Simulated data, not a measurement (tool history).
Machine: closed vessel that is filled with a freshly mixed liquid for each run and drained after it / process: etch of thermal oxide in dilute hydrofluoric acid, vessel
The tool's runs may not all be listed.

run,hour,temperature setpoint of the liquid (C),parts of water to one part of 49 % hydrofluoric acid (parts by volume),time in the liquid (s),thickness taken off the thermal oxide on a monitor wafer (angstrom)
1,0,23,75,505,323.48
2,3.5,23,75,505,326.38
3,11.9,23,90,505,264.25
4,19.7,24.5,80,510,318.54
5,20.8,24.5,55,510,491.14
6,22.9,25.5,50,510,558.59
7,30.1,26.5,45,510,638.85
8,33.3,27,40,510,754.84
9,39.4,27.5,40,510,772.9
10,44.9,27.5,40,510,771.42

Estimate the outcome of run 11 from the log above:
11,53.5,28,40,510,?

Run 11 came out at thickness taken off the thermal oxide on a monitor wafer (angstrom) 787.66.
